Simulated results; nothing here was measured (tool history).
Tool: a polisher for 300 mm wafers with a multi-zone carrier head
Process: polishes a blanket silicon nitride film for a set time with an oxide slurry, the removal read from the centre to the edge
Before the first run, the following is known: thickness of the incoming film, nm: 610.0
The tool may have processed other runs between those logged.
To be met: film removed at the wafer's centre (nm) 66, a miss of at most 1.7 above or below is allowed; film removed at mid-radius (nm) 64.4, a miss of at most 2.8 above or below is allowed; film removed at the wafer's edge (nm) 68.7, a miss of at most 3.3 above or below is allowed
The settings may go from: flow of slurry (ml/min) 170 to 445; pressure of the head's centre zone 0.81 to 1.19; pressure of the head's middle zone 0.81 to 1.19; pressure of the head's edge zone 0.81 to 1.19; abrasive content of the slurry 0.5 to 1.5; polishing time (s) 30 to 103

run  hour  flow of slurry (ml/min)  pressure of the head's centre zone  pressure of the head's middle zone  pressure of the head's edge zone  abrasive content of the slurry  polishing time (s)  film removed at the wafer's centre (nm)  film removed at mid-radius (nm)  film removed at the wafer's edge (nm)
  1     0                      285                                   1                                   1                                 1                               1                  66                                   57.091                           57.631                                 54.758
  2   6.7                      285                                   1                                   1                              1.02                            1.05                  66                                   58.185                           57.755                                 58.132
  3  15.2                      285                                   1                                   1                              1.02                             1.2                  66                                   60.179                           61.323                                 58.297
  4  19.2                      290                                   1                                   1                              1.04                             1.2                  66                                   61.267                           59.422                                 61.467
  5  23.6                      295                                   1                                1.01                              1.05                             1.2                  66                                   60.803                           60.023                                 60.269
  6  25.5                      295                                   1                                1.01                              1.05                             1.1                  66                                   59.571                           59.039                                 57.737
  7  31.6                      290                                   1                                1.01                              1.05                            1.15                  66                                   60.175                           60.088                                 60.151
  8  32.7                      290                                   1                                1.01                              1.06                            1.15                  66                                   59.948                           59.075                                  59.82
  9  34.9                      315                                1.01                                1.03                              1.16                            1.35                  66                                   64.388                           63.654                                 65.305
 10  40.9                      310                                   1                                1.02                              1.17                             1.4                  66                                   65.034                           64.674                                 66.049
 11  45.5                      310                                   1                                1.01                              1.17                             1.4                  66                                   64.639                           63.929                                 66.791

Of the 4 settings listed for the next run, only one would bring every result within its allowed miss of target. Which one?
  A  50.1                      315                                1.07                                1.15                              1.08                            1.45                  62                                        ?                                ?                                      ?
  B  50.1                      340                                0.98                                0.97                              1.12                             1.5                  67                                        ?                                ?                                      ?
  C  50.1                      355                                0.93                                0.98                              1.19                            1.45                  67                                        ?                                ?                                      ?
  D  50.1                      225                                   1                                 1.1                              1.19                             1.4                  67                                        ?                                ?                                      ?

move  film removed at the wafer's centre (nm)  film removed at mid-radius (nm)  film removed at the wafer's edge (nm)
   A                                   65.413                           65.509                                 61.761
   B                                   65.799                           64.295                                 69.164
   C                                   62.074                           64.353                                 70.876
   D                                   62.427                           65.249                                 67.348
A: brings the last run's worst result on target, with another outside its allowed miss
B: meets every target
C: the biggest miss grows against the last run
D: the biggest miss grows against the last run
B meets every target.
